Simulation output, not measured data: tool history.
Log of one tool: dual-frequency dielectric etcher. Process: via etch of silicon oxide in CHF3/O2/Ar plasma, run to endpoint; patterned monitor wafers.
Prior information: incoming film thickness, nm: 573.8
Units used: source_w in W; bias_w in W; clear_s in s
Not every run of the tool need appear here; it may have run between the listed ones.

run  hour  source_w  bias_w  clear_s
  1   0.0       640     173   292.47
  2   8.0       710     173   279.91
  3  10.0       660     173   288.32
  4  16.0       770     173   265.69
  5  24.0       770     155   284.02
  6  24.9       770     136   294.29
  7  32.7       790     141   284.88

Run 8 comes next. What will it give?
  8  38.0       810     145        ?

{"run 8": {"clear_s": 279.56}}

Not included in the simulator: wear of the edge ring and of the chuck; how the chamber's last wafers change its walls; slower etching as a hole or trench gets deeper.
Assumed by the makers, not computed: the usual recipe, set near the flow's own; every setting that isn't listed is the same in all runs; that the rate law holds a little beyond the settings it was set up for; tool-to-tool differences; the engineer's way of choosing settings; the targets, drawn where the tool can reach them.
